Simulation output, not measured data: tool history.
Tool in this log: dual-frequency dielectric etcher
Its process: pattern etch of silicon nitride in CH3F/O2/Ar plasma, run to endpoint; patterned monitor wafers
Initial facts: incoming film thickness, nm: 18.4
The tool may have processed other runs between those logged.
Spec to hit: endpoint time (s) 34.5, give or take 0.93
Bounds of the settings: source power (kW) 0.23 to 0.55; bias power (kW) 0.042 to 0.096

{"run": 1, "day": 0.0, "source power (kW)": 0.39, "bias power (kW)": 0.069, "endpoint time (s)": 26.967}
{"run": 2, "day": 0.054, "source power (kW)": 0.36, "bias power (kW)": 0.066, "endpoint time (s)": 28.311}
{"run": 3, "day": 0.338, "source power (kW)": 0.42, "bias power (kW)": 0.066, "endpoint time (s)": 26.215}
{"run": 4, "day": 0.367, "source power (kW)": 0.42, "bias power (kW)": 0.057, "endpoint time (s)": 27.111}
{"run": 5, "day": 0.671, "source power (kW)": 0.42, "bias power (kW)": 0.046, "endpoint time (s)": 28.989}
{"run": 6, "day": 1.038, "source power (kW)": 0.4, "bias power (kW)": 0.045, "endpoint time (s)": 29.221}
{"run": 7, "day": 1.125, "source power (kW)": 0.4, "bias power (kW)": 0.045, "endpoint time (s)": 29.359}
{"run": 8, "day": 1.375, "source power (kW)": 0.37, "bias power (kW)": 0.044, "endpoint time (s)": 31.256}
{"run": 9, "day": 1.633, "source power (kW)": 0.36, "bias power (kW)": 0.044, "endpoint time (s)": 31.186}
{"run": 10, "day": 1.821, "source power (kW)": 0.35, "bias power (kW)": 0.044, "endpoint time (s)": 31.411}
{"run": 11, "day": 2.188, "source power (kW)": 0.34, "bias power (kW)": 0.044, "endpoint time (s)": 32.184}
{"run": 12, "day": 2.371, "source power (kW)": 0.33, "bias power (kW)": 0.044, "endpoint time (s)": 33.15}
{"run": 13, "day": 2.696, "source power (kW)": 0.32, "bias power (kW)": 0.044, "endpoint time (s)": 33.114}
{"run": 14, "day": 3.004, "source power (kW)": 0.32, "bias power (kW)": 0.044, "endpoint time (s)": 33.092}

Below are 4 possible settings for the next run. Only one of them brings all results inside the allowed miss of their targets. Which is it?
{"run": "A", "day": 3.312, "source power (kW)": 0.26, "bias power (kW)": 0.042, "endpoint time (s)": "?"}
{"run": "B", "day": 3.312, "source power (kW)": 0.26, "bias power (kW)": 0.043, "endpoint time (s)": "?"}
{"run": "C", "day": 3.312, "source power (kW)": 0.32, "bias power (kW)": 0.051, "endpoint time (s)": "?"}
{"run": "D", "day": 3.312, "source power (kW)": 0.3, "bias power (kW)": 0.044, "endpoint time (s)": "?"}

move=A endpoint_time_(s)=37.753
move=B endpoint_time_(s)=37.554
move=C endpoint_time_(s)=32.261
move=D endpoint_time_(s)=34.536
A: takes the biggest miss from the last run beyond its target
B: takes the biggest miss from the last run beyond its target
C: the biggest miss grows against the last run
D: meets every target
The right move is D.
